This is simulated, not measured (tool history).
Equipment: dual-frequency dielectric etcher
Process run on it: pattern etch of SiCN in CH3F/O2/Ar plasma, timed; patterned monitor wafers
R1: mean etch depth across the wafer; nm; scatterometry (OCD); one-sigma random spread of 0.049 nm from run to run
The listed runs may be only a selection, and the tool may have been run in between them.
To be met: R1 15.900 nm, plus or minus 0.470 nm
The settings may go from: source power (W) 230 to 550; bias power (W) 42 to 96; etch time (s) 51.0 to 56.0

run 1 day=0.000 | source_power_(W)=390 bias_power_(W)=69 etch_time_(s)=56.0 | R1=18.406
run 2 day=0.162 | source_power_(W)=370 bias_power_(W)=68 etch_time_(s)=56.0 | R1=17.886
run 3 day=0.433 | source_power_(W)=350 bias_power_(W)=67 etch_time_(s)=56.0 | R1=17.468
run 4 day=0.633 | source_power_(W)=340 bias_power_(W)=66 etch_time_(s)=56.0 | R1=17.219
run 5 day=0.883 | source_power_(W)=390 bias_power_(W)=66 etch_time_(s)=56.0 | R1=18.142
run 6 day=1.225 | source_power_(W)=370 bias_power_(W)=65 etch_time_(s)=56.0 | R1=17.659
run 7 day=1.567 | source_power_(W)=360 bias_power_(W)=64 etch_time_(s)=56.0 | R1=17.236
run 8 day=1.908 | source_power_(W)=350 bias_power_(W)=63 etch_time_(s)=56.0 | R1=17.099
run 9 day=2.112 | source_power_(W)=340 bias_power_(W)=62 etch_time_(s)=56.0 | R1=16.864
run 10 day=2.404 | source_power_(W)=330 bias_power_(W)=61 etch_time_(s)=56.0 | R1=16.602

Which of these 5 next moves meets every target?
run A day=2.696 | source_power_(W)=480 bias_power_(W)=65 etch_time_(s)=51.0 | R1=?
run B day=2.696 | source_power_(W)=320 bias_power_(W)=61 etch_time_(s)=54.0 | R1=?
run C day=2.696 | source_power_(W)=400 bias_power_(W)=63 etch_time_(s)=56.0 | R1=?
run D day=2.696 | source_power_(W)=350 bias_power_(W)=61 etch_time_(s)=55.5 | R1=?
run E day=2.696 | source_power_(W)=360 bias_power_(W)=63 etch_time_(s)=54.5 | R1=?

move=A R1=17.649
move=B R1=15.705
move=C R1=17.904
move=D R1=16.696
move=E R1=16.745
A: further off than the last run
B: each result inside its tolerance
C: further off than the last run
D: further off than the last run
E: further off than the last run
So the answer is move B, the one that meets all the targets.

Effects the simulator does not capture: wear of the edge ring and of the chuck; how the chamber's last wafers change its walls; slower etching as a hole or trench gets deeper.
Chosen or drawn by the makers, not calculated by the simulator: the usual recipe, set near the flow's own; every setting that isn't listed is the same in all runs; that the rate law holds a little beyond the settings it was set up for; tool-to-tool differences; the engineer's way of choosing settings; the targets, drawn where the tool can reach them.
